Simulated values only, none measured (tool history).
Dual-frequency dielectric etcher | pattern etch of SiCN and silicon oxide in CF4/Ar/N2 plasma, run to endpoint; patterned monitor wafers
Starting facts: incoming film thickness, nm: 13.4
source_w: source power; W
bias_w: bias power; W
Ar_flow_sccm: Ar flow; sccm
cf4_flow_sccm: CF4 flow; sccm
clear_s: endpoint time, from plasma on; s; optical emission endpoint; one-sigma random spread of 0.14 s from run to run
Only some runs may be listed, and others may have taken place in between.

Run 1, hour 0: source_w 410 W, bias_w 58 W, Ar_flow_sccm 91 sccm, cf4_flow_sccm 68 sccm. Result: clear_s 16.699 s.
Run 2, hour 8.2: source_w 440 W, bias_w 58 W, Ar_flow_sccm 91 sccm, cf4_flow_sccm 68 sccm. Result: clear_s 15.471 s.
Run 3, hour 14.6: source_w 440 W, bias_w 63 W, Ar_flow_sccm 91 sccm, cf4_flow_sccm 68 sccm. Result: clear_s 15.159 s.
Run 4, hour 20.1: source_w 400 W, bias_w 62 W, Ar_flow_sccm 91 sccm, cf4_flow_sccm 68 sccm. Result: clear_s 16.938 s.
Run 5, hour 24.3: source_w 380 W, bias_w 62 W, Ar_flow_sccm 91 sccm, cf4_flow_sccm 68 sccm. Result: clear_s 18.047 s.
Run 6, hour 26.2: source_w 360 W, bias_w 62 W, Ar_flow_sccm 91 sccm, cf4_flow_sccm 68 sccm. Result: clear_s 19.253 s.
Run 7, hour 32.1: source_w 350 W, bias_w 62 W, Ar_flow_sccm 91 sccm, cf4_flow_sccm 68 sccm. Result: clear_s 19.819 s.
Run 8, hour 34.3: source_w 340 W, bias_w 62 W, Ar_flow_sccm 91 sccm, cf4_flow_sccm 68 sccm. Result: clear_s 20.534 s.
Run 9, hour 34.9: source_w 330 W, bias_w 62 W, Ar_flow_sccm 91 sccm, cf4_flow_sccm 68 sccm. Result: clear_s 21.297 s.
Run 10, hour 39.6: source_w 290 W, bias_w 61 W, Ar_flow_sccm 91 sccm, cf4_flow_sccm 68 sccm. Result: clear_s 25.106 s.

Run 11, settings as shown, results not yet in. Your forecast:
Run 11, hour 42: source_w 300 W, bias_w 61 W, Ar_flow_sccm 91 sccm, cf4_flow_sccm 68 sccm. Result: clear_s ?.

clear_s: 24.066 s
